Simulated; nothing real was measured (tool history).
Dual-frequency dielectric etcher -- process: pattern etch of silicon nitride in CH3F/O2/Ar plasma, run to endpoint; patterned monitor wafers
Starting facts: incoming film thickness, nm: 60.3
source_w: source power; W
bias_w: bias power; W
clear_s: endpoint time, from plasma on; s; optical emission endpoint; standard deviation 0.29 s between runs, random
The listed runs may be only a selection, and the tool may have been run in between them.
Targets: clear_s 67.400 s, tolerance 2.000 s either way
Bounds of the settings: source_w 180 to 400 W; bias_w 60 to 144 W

run 1 hour=0.0 | source_w=290 bias_w=102 | clear_s=84.313
run 2 hour=2.8 | source_w=340 bias_w=102 | clear_s=78.166
run 3 hour=11.5 | source_w=350 bias_w=106 | clear_s=76.496
run 4 hour=19.7 | source_w=360 bias_w=110 | clear_s=74.080
run 5 hour=24.4 | source_w=370 bias_w=112 | clear_s=72.752
run 6 hour=25.7 | source_w=380 bias_w=114 | clear_s=71.124
run 7 hour=33.7 | source_w=380 bias_w=116 | clear_s=71.220
run 8 hour=36.6 | source_w=380 bias_w=118 | clear_s=69.788

4 next moves are on the table. One of them brings every result within its allowed miss. Which?
run A hour=39.5 | source_w=360 bias_w=117 | clear_s=?
run B hour=39.5 | source_w=370 bias_w=112 | clear_s=?
run C hour=39.5 | source_w=360 bias_w=118 | clear_s=?
run D hour=39.5 | source_w=400 bias_w=120 | clear_s=?

move=A clear_s=72.169
move=B clear_s=72.559
move=C clear_s=71.921
move=D clear_s=68.188
A: the biggest miss grows against the last run
B: the biggest miss grows against the last run
C: the biggest miss grows against the last run
D: meets every target
Answer: D
